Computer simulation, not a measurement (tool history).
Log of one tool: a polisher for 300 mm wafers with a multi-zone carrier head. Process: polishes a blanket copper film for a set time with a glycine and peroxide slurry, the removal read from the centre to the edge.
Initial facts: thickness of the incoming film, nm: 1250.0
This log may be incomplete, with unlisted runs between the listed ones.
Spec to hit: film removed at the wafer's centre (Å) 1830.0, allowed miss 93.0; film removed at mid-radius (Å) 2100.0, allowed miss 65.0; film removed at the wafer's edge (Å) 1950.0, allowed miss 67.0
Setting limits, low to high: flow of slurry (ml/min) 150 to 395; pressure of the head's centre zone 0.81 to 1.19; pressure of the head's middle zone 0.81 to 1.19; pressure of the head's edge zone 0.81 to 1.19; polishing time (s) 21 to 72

run,hour,flow of slurry (ml/min),pressure of the head's centre zone,pressure of the head's middle zone,pressure of the head's edge zone,polishing time (s),film removed at the wafer's centre (Å),film removed at mid-radius (Å),film removed at the wafer's edge (Å)
1,0.0,250,1.00,1.00,1.00,46,2331.6,2604.4,2595.9
2,4.1,250,1.00,1.00,1.00,55,2873.4,3048.8,3152.2
3,12.2,190,1.00,1.00,1.00,55,2621.6,2930.7,3031.8
4,13.3,195,1.00,1.00,0.96,49,2368.3,2618.1,2640.2
5,19.3,205,0.99,1.01,0.93,45,2175.0,2484.0,2376.7
6,26.3,205,0.98,1.00,0.90,43,2047.0,2311.9,2290.0
7,31.9,200,0.99,1.01,0.88,41,2009.7,2207.3,2129.9
8,34.2,190,0.98,1.02,0.86,40,1894.6,2159.0,2052.1
9,41.7,185,0.98,1.02,0.85,40,1870.5,2180.6,2002.5

Exercise: of the 5 proposed moves below, exactly one satisfies all targets within the stated allowed misses. Which move is it?
A,49.2,210,1.13,1.00,0.81,39,?,?,?
B,49.2,270,0.97,1.03,0.85,37,?,?,?
C,49.2,230,1.05,1.03,0.89,39,?,?,?
D,49.2,250,1.04,1.15,0.81,36,?,?,?
E,49.2,165,0.93,1.04,0.90,42,?,?,?

move,film removed at the wafer's centre (Å),film removed at mid-radius (Å),film removed at the wafer's edge (Å)
A,2096.3,2125.4,1931.3
B,1819.6,2140.5,1919.5
C,2001.6,2209.4,2033.9
D,1857.5,2266.5,1812.5
E,1828.1,2265.6,2109.6
A: brings the last run's worst result on target, with another outside its allowed miss
B: all results land within tolerance of their targets
C: moves away from the targets compared with the last run
D: moves away from the targets compared with the last run
E: moves away from the targets compared with the last run
So the answer is move B, the one that meets all the targets.
